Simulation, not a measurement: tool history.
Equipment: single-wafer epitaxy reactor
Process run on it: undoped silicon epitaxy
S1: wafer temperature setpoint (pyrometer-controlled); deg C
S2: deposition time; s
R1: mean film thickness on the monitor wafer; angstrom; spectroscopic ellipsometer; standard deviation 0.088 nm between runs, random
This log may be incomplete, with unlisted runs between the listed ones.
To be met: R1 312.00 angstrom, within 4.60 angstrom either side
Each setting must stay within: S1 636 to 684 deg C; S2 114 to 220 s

run 1 hour=0.0 | S1=660 S2=167 | R1=338.94
run 2 hour=4.8 | S1=660 S2=189 | R1=384.43
run 3 hour=10.0 | S1=656 S2=189 | R1=346.18
run 4 hour=11.9 | S1=656 S2=211 | R1=387.66
-- hour=14.6 pyrometer calibrated
run 5 hour=14.6 | S1=665 S2=211 | R1=521.98
run 6 hour=18.6 | S1=663 S2=211 | R1=496.52
run 7 hour=26.8 | S1=661 S2=211 | R1=473.29
run 8 hour=27.8 | S1=649 S2=210 | R1=349.80
run 9 hour=36.5 | S1=643 S2=210 | R1=300.95

Next run, 5 choices. One meets every target within its allowed miss, the rest don't. Which?
run A hour=45.2 | S1=641 S2=220 | R1=?
run B hour=45.2 | S1=643 S2=217 | R1=?
run C hour=45.2 | S1=644 S2=205 | R1=?
run D hour=45.2 | S1=644 S2=198 | R1=?
run E hour=45.2 | S1=640 S2=217 | R1=?

move=A R1=301.29
move=B R1=312.68
move=C R1=302.96
move=D R1=292.62
move=E R1=289.70
A: neither nearer nor further off than the last run
B: each result inside its tolerance
C: nearer the targets than the last run, but a result is still out of spec
D: the biggest miss grows against the last run
E: the biggest miss grows against the last run
Correct choice: B, which meets every target

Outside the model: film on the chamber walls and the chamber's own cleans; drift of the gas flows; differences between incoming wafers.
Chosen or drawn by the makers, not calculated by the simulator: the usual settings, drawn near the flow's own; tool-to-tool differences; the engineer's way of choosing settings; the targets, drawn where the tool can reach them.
